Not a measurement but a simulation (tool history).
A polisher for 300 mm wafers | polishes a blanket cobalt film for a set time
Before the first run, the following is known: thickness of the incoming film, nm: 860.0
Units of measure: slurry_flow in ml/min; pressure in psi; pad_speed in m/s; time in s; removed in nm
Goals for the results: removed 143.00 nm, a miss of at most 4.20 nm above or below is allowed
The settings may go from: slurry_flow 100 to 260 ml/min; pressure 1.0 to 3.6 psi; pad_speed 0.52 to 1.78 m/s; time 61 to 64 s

Run 1, day 0.000: slurry_flow 165 ml/min, pressure 2.3 psi, pad_speed 1.14 m/s, time 61 s. Result: removed 326.02 nm.
Run 2, day 0.200: slurry_flow 160 ml/min, pressure 2.2 psi, pad_speed 1.12 m/s, time 61 s. Result: removed 307.22 nm.
Run 3, day 0.417: slurry_flow 160 ml/min, pressure 2.1 psi, pad_speed 1.08 m/s, time 61 s. Result: removed 285.01 nm.
Run 4, day 0.646: slurry_flow 160 ml/min, pressure 2.0 psi, pad_speed 1.06 m/s, time 61 s. Result: removed 264.44 nm.
Run 5, day 0.679: slurry_flow 160 ml/min, pressure 1.9 psi, pad_speed 1.04 m/s, time 61 s. Result: removed 248.13 nm.
Run 6, day 0.808: slurry_flow 160 ml/min, pressure 1.9 psi, pad_speed 1.26 m/s, time 61 s. Result: removed 298.72 nm.
Run 7, day 1.042: slurry_flow 160 ml/min, pressure 1.8 psi, pad_speed 1.22 m/s, time 61 s. Result: removed 276.00 nm.
Run 8, day 1.133: slurry_flow 160 ml/min, pressure 1.8 psi, pad_speed 1.22 m/s, time 61 s. Result: removed 271.12 nm.
Run 9, day 1.229: slurry_flow 160 ml/min, pressure 1.7 psi, pad_speed 1.18 m/s, time 61 s. Result: removed 248.19 nm.
Run 10, day 1.312: slurry_flow 135 ml/min, pressure 1.1 psi, pad_speed 0.90 m/s, time 61 s. Result: removed 122.76 nm.
Run 11, day 1.388: slurry_flow 140 ml/min, pressure 1.1 psi, pad_speed 0.90 m/s, time 61 s. Result: removed 123.26 nm.
Run 12, day 1.433: slurry_flow 145 ml/min, pressure 1.1 psi, pad_speed 0.90 m/s, time 61 s. Result: removed 124.80 nm.
Run 13, day 1.467: slurry_flow 150 ml/min, pressure 1.1 psi, pad_speed 0.90 m/s, time 61 s. Result: removed 125.37 nm.
Run 14, day 1.633: slurry_flow 190 ml/min, pressure 1.4 psi, pad_speed 0.90 m/s, time 61 s. Result: removed 164.42 nm.
Run 15, day 1.821: slurry_flow 185 ml/min, pressure 1.4 psi, pad_speed 0.90 m/s, time 61 s. Result: removed 163.76 nm.
Run 16, day 1.900: slurry_flow 155 ml/min, pressure 1.1 psi, pad_speed 0.90 m/s, time 61 s. Result: removed 126.09 nm.
Run 17, day 1.933: slurry_flow 160 ml/min, pressure 1.1 psi, pad_speed 0.90 m/s, time 61 s. Result: removed 126.14 nm.
Run 18, day 2.025: slurry_flow 165 ml/min, pressure 1.1 psi, pad_speed 0.90 m/s, time 61 s. Result: removed 128.16 nm.
Run 19, day 2.212: slurry_flow 170 ml/min, pressure 1.1 psi, pad_speed 0.90 m/s, time 61 s. Result: removed 128.85 nm.
Run 20, day 2.304: slurry_flow 175 ml/min, pressure 1.1 psi, pad_speed 0.90 m/s, time 61 s. Result: removed 132.13 nm.

Which one of the following 5 next-run settings gets every result inside its allowed miss? There is exactly one.
Run A, day 2.396: slurry_flow 100 ml/min, pressure 1.2 psi, pad_speed 0.86 m/s, time 61 s. Result: removed ?.
Run B, day 2.396: slurry_flow 200 ml/min, pressure 1.3 psi, pad_speed 0.84 m/s, time 61 s. Result: removed ?.
Run C, day 2.396: slurry_flow 175 ml/min, pressure 1.2 psi, pad_speed 0.74 m/s, time 61 s. Result: removed ?.
Run D, day 2.396: slurry_flow 145 ml/min, pressure 1.0 psi, pad_speed 0.88 m/s, time 64 s. Result: removed ?.
Run E, day 2.396: slurry_flow 145 ml/min, pressure 1.4 psi, pad_speed 0.68 m/s, time 61 s. Result: removed ?.

move  removed
   A   117.26
   B   143.21
   C   115.26
   D   116.30
   E   118.98
A: further off than the last run
B: all results land within tolerance of their targets
C: further off than the last run
D: further off than the last run
E: further off than the last run
B meets every target.

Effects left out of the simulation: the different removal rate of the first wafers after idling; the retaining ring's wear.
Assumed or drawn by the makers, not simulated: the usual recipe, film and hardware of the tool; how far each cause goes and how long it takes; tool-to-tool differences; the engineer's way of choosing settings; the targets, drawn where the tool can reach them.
